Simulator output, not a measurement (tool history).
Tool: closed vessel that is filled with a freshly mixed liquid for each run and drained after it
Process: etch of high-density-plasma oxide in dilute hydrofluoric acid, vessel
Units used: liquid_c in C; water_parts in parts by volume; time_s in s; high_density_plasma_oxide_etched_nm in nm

| run | hour | liquid_c | water_parts | time_s | high_density_plasma_oxide_etched_nm |
|---|---|---|---|---|---|
| 1 | 0 | 22 | 290 | 135 | 1.9565 |
| 2 | 8.1 | 24.5 | 290 | 135 | 2.1121 |
| 3 | 14.2 | 23.5 | 300 | 135 | 1.9744 |
| 4 | 20.3 | 23 | 310 | 135 | 1.8613 |
| 5 | 28.9 | 23 | 265 | 135 | 2.2372 |
|  | 35.3 | hydrofluoric acid flow meter replaced |
| 6 | 35.3 | 23 | 265 | 85 | 1.6575 |
| 7 | 36.7 | 22.5 | 270 | 85 | 1.59 |
| 8 | 37.7 | 22 | 270 | 85 | 1.5462 |

Estimate the outcome of run 9 from the log above:
| 9 | 42.4 | 22 | 270 | 85 | ? |

For run 9 the tool returned high_density_plasma_oxide_etched_nm 1.5555 nm.

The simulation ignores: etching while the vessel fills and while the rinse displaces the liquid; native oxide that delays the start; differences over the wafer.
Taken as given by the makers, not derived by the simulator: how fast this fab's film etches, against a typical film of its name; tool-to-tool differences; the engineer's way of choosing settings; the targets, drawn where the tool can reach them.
